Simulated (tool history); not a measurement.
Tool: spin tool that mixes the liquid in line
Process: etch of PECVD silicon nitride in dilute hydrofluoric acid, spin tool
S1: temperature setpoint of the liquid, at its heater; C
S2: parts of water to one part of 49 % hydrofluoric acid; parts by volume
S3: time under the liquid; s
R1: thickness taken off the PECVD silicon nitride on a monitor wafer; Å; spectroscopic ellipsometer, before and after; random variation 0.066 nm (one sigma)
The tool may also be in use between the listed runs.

run,hour,S1,S2,S3,R1
1,0.0,22.0,100,80,34.247
2,4.8,22.0,100,60,25.981
3,8.6,22.0,115,60,22.418
4,17.5,22.0,150,60,17.450
5,18.5,25.5,150,60,21.584
6,19.5,25.5,150,80,29.215
7,21.1,27.0,130,80,36.975

The next listed run, before its measurement:
8,22.6,30.0,90,80,?

R1: 64.157 Å
